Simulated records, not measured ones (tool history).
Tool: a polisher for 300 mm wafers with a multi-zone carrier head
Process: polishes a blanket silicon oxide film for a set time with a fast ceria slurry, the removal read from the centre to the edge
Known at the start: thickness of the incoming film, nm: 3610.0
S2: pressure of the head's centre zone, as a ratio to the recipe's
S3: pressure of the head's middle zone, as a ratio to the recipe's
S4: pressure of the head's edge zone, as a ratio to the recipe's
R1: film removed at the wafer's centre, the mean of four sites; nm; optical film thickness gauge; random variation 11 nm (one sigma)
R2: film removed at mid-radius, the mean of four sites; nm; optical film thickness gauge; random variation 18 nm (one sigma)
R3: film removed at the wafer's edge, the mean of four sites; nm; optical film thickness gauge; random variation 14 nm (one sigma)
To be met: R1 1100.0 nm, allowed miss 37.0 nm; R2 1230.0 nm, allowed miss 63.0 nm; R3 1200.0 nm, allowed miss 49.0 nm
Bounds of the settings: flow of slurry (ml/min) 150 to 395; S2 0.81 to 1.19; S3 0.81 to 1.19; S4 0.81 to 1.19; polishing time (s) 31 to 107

{"run": 1, "hour": 0.0, "flow of slurry (ml/min)": 250, "S2": 1.0, "S3": 1.0, "S4": 1.0, "polishing time (s)": 69, "R1": 1348.1, "R2": 1402.2, "R3": 1279.6}
{"run": 2, "hour": 1.8, "flow of slurry (ml/min)": 250, "S2": 1.0, "S3": 1.0, "S4": 0.95, "polishing time (s)": 69, "R1": 1343.5, "R2": 1386.7, "R3": 1220.2}
{"run": 3, "hour": 7.2, "flow of slurry (ml/min)": 250, "S2": 1.0, "S3": 1.06, "S4": 0.95, "polishing time (s)": 69, "R1": 1339.3, "R2": 1427.8, "R3": 1255.9}
{"run": 4, "hour": 15.4, "flow of slurry (ml/min)": 240, "S2": 0.97, "S3": 1.03, "S4": 0.98, "polishing time (s)": 68, "R1": 1287.0, "R2": 1393.6, "R3": 1241.4}
{"run": 5, "hour": 20.5, "flow of slurry (ml/min)": 235, "S2": 0.94, "S3": 1.0, "S4": 1.01, "polishing time (s)": 67, "R1": 1234.9, "R2": 1334.1, "R3": 1218.9}
{"run": 6, "hour": 22.8, "flow of slurry (ml/min)": 230, "S2": 0.92, "S3": 0.99, "S4": 1.03, "polishing time (s)": 66, "R1": 1187.6, "R2": 1337.3, "R3": 1222.9}
{"run": 7, "hour": 29.9, "flow of slurry (ml/min)": 230, "S2": 0.92, "S3": 0.99, "S4": 1.03, "polishing time (s)": 66, "R1": 1187.0, "R2": 1257.7, "R3": 1214.4}
{"run": 8, "hour": 33.5, "flow of slurry (ml/min)": 225, "S2": 0.9, "S3": 1.0, "S4": 1.03, "polishing time (s)": 66, "R1": 1161.8, "R2": 1313.2, "R3": 1234.8}
{"run": 9, "hour": 38.9, "flow of slurry (ml/min)": 220, "S2": 0.89, "S3": 0.99, "S4": 1.03, "polishing time (s)": 66, "R1": 1155.5, "R2": 1275.5, "R3": 1240.0}
{"hour": 43.0, "done": "edge zone pressure recalibrated"}
{"run": 10, "hour": 43.0, "flow of slurry (ml/min)": 220, "S2": 0.88, "S3": 0.99, "S4": 1.03, "polishing time (s)": 65, "R1": 1121.5, "R2": 1287.4, "R3": 1261.3}

Which of these 5 next moves meets every target?
{"run": "A", "hour": 47.1, "flow of slurry (ml/min)": 175, "S2": 0.91, "S3": 1.02, "S4": 1.06, "polishing time (s)": 68, "R1": "?", "R2": "?", "R3": "?"}
{"run": "B", "hour": 47.1, "flow of slurry (ml/min)": 180, "S2": 0.94, "S3": 1.04, "S4": 1.07, "polishing time (s)": 62, "R1": "?", "R2": "?", "R3": "?"}
{"run": "C", "hour": 47.1, "flow of slurry (ml/min)": 155, "S2": 0.85, "S3": 0.9, "S4": 1.01, "polishing time (s)": 71, "R1": "?", "R2": "?", "R3": "?"}
{"run": "D", "hour": 47.1, "flow of slurry (ml/min)": 275, "S2": 0.9, "S3": 1.09, "S4": 1.01, "polishing time (s)": 63, "R1": "?", "R2": "?", "R3": "?"}
{"run": "E", "hour": 47.1, "flow of slurry (ml/min)": 285, "S2": 0.91, "S3": 1.16, "S4": 1.02, "polishing time (s)": 61, "R1": "?", "R2": "?", "R3": "?"}

move=A R1=1168.6 R2=1308.4 R3=1310.8
move=B R1=1098.6 R2=1217.2 R3=1203.5
move=C R1=1132.2 R2=1209.3 R3=1323.2
move=D R1=1138.3 R2=1352.2 R3=1233.6
move=E R1=1116.8 R2=1385.9 R3=1201.9
A: further off than the last run
B: meets every target
C: further off than the last run
D: brings the result that was furthest off to its target, and leaves another outside
E: brings the result that was furthest off to its target, and leaves another outside
Move B is the one to make.
